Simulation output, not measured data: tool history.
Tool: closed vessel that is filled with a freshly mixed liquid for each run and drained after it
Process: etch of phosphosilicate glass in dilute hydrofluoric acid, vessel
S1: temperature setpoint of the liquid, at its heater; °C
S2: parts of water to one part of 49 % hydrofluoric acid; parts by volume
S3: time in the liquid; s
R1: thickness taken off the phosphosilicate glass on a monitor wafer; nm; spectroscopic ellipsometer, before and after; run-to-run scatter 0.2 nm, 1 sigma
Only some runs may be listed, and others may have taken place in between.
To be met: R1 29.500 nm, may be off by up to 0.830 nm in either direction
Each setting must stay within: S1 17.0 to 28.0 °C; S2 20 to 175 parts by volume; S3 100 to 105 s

run 1 hour=0.0 | S1=20.0 S2=95 S3=100 | R1=48.237
run 2 hour=3.3 | S1=20.0 S2=95 S3=100 | R1=47.692
run 3 hour=11.6 | S1=19.0 S2=105 S3=100 | R1=41.306
run 4 hour=14.2 | S1=22.5 S2=105 S3=100 | R1=47.043
run 5 hour=17.3 | S1=21.0 S2=110 S3=100 | R1=41.960
-- hour=25.2 hydrofluoric acid flow meter replaced
run 6 hour=25.2 | S1=20.0 S2=115 S3=100 | R1=41.765
run 7 hour=26.9 | S1=19.0 S2=125 S3=100 | R1=35.861
run 8 hour=35.2 | S1=18.5 S2=130 S3=100 | R1=33.955
run 9 hour=37.6 | S1=18.0 S2=135 S3=100 | R1=32.002
run 10 hour=40.8 | S1=17.5 S2=135 S3=100 | R1=31.673

Exactly one of the 4 candidate moves below puts every result within its allowed miss. Which one?
run A hour=44.0 | S1=18.5 S2=125 S3=100 | R1=?
run B hour=44.0 | S1=18.0 S2=145 S3=100 | R1=?
run C hour=44.0 | S1=17.0 S2=130 S3=100 | R1=?
run D hour=44.0 | S1=21.0 S2=145 S3=100 | R1=?

move=A R1=35.799
move=B R1=29.628
move=C R1=32.194
move=D R1=33.417
A: the biggest miss grows against the last run
B: each result inside its tolerance
C: the biggest miss grows against the last run
D: the biggest miss grows against the last run
B is the move that brings every result within its allowed miss.
